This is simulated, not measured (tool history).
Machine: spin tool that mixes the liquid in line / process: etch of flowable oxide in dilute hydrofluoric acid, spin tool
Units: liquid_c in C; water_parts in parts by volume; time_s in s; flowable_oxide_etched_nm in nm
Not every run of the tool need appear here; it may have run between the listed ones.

{"run": 1, "hour": 0.0, "liquid_c": 20.0, "water_parts": 90, "time_s": 255, "flowable_oxide_etched_nm": 87.275}
{"run": 2, "hour": 4.9, "liquid_c": 19.0, "water_parts": 105, "time_s": 255, "flowable_oxide_etched_nm": 70.52}
{"run": 3, "hour": 8.0, "liquid_c": 18.5, "water_parts": 115, "time_s": 255, "flowable_oxide_etched_nm": 62.611}
{"run": 4, "hour": 10.1, "liquid_c": 18.0, "water_parts": 125, "time_s": 255, "flowable_oxide_etched_nm": 55.513}
{"run": 5, "hour": 14.1, "liquid_c": 21.5, "water_parts": 125, "time_s": 255, "flowable_oxide_etched_nm": 63.707}
{"run": 6, "hour": 16.2, "liquid_c": 21.5, "water_parts": 125, "time_s": 275, "flowable_oxide_etched_nm": 68.796}

Predict the results of run 7:
{"hour": 19.7, "done": "thermometer replaced"}
{"run": 7, "hour": 19.7, "liquid_c": 20.5, "water_parts": 135, "time_s": 275, "flowable_oxide_etched_nm": "?"}

Run 7 came out at flowable_oxide_etched_nm 55.800 nm.

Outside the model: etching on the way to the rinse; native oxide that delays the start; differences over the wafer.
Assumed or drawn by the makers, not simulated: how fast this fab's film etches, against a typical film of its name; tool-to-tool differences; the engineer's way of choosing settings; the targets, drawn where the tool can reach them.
